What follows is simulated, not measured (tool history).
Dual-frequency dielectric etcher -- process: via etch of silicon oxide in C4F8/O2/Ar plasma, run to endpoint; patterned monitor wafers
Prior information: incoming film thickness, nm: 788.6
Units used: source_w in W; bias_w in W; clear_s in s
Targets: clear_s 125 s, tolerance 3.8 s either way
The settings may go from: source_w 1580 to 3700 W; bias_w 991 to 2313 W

run    day  source_w  bias_w  clear_s
  1      0      2640    1652   150.07
  2  0.221      2640    1856   145.59
  3  0.454      2210    1856   157.81
  4  0.533      2210    1988   151.81
  5  0.717      2300    2009   151.68
     1.058  -- bias power generator calibrated
  6  1.058      2400    2035   143.69
  7  1.433      2460    2043    142.4
  8  1.804      2510    2052   140.73
  9  2.138      2560    2060   140.74
 10  2.212      2610    2072   139.64
 11  2.346      2660    2084   136.47
 12  2.554      2700    2091   135.71

Exercise: of the 4 proposed moves below, exactly one satisfies all targets within the stated allowed misses. Which move is it?
  A  2.762      3230    2095        ?
  B  2.762      2950    2019        ?
  C  2.762      2580    2121        ?
  D  2.762      2760    2117        ?

move  clear_s
   A   126.41
   B   133.07
   C   138.73
   D   134.82
A: every result within its allowed miss
B: nearer than the last run, and not there yet
C: lands further from the targets than the last run did
D: nearer than the last run, and not there yet
A meets every target.
